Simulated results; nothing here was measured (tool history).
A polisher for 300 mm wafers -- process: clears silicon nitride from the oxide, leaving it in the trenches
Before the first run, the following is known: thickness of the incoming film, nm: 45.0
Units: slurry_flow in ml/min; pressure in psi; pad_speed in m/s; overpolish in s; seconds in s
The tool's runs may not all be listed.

run	day	slurry_flow	pressure	pad_speed	overpolish	seconds
1	0	315	1.8	0.92	23	79.267
2	0.346	315	1.5	0.9	23	96.893
3	0.504	370	1.5	0.9	23	96.556
4	0.704	370	1.3	0.9	23	110.95
5	0.8	370	1.3	0.9	23	110.02
6	1.167	370	1.3	0.9	23	112.34
7	1.288	370	1.2	0.9	23	117.24

Run 8 is up next; what results do you expect?
8	1.571	370	1.1	0.9	23	?

{"run 8": {"seconds": 132.32}}
